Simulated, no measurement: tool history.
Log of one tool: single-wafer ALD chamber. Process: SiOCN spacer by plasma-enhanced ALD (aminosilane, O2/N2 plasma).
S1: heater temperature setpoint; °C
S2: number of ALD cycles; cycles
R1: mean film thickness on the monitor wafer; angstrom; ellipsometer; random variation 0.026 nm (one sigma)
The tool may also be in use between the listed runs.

| run | hour | S1 | S2 | R1 |
|---|---|---|---|---|
| 1 | 0 | 420 | 82 | 51.128 |
| 2 | 2.2 | 420 | 70 | 43.548 |
| 3 | 9 | 420 | 81 | 50.261 |
| 4 | 10 | 412 | 81 | 51.435 |
| 5 | 13.8 | 411 | 82 | 53.071 |
| 6 | 16.4 | 411 | 75 | 47.981 |

Run 7 comes next. What will it give?
| 7 | 20.6 | 410 | 77 | ? |

R1: 49.181 angstrom
